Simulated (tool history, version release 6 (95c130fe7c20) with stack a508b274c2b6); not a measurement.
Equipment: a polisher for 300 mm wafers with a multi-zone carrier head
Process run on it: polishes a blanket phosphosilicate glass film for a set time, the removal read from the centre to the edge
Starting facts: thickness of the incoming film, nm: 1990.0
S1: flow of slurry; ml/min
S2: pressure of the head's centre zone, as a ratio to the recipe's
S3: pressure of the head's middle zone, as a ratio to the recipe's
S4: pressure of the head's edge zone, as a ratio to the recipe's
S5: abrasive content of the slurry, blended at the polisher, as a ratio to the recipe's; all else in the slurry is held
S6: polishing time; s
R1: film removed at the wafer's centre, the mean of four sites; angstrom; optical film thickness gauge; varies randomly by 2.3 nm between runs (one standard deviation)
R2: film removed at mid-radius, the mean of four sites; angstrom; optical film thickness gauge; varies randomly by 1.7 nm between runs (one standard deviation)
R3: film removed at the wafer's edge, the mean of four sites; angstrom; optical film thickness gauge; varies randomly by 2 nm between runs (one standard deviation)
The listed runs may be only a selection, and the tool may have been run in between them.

run,hour,S1,S2,S3,S4,S5,S6,R1,R2,R3
1,0,170,1,1,1,1,47,3619.2,3308.5,3281.9
2,0.8,160,0.96,1.01,0.94,0.85,47,3168.8,3014,2933.4
3,1.5,150,0.94,1.03,0.9,0.8,47,2981.4,3010.4,2786.1
4,4.5,140,0.93,1.03,0.87,0.75,47,2776.1,2864.1,2673.1
5,11.1,135,0.94,1.04,0.85,0.7,47,2677.1,2732.8,2553.4
# hour 16.5: centre zone pressure recalibrated
6,16.5,135,0.94,1.06,0.84,0.7,47,2503.1,2832.4,2541.3
7,24.4,140,0.98,1.06,0.83,0.7,47,2564.9,2887,2558.7

What does the tool deliver on the next run?
8,32.5,120,1.08,1.04,0.81,0.6,47,?,?,?

{"run 8": {"R1": 2597.2, "R2": 2523.1, "R3": 2298.7}}

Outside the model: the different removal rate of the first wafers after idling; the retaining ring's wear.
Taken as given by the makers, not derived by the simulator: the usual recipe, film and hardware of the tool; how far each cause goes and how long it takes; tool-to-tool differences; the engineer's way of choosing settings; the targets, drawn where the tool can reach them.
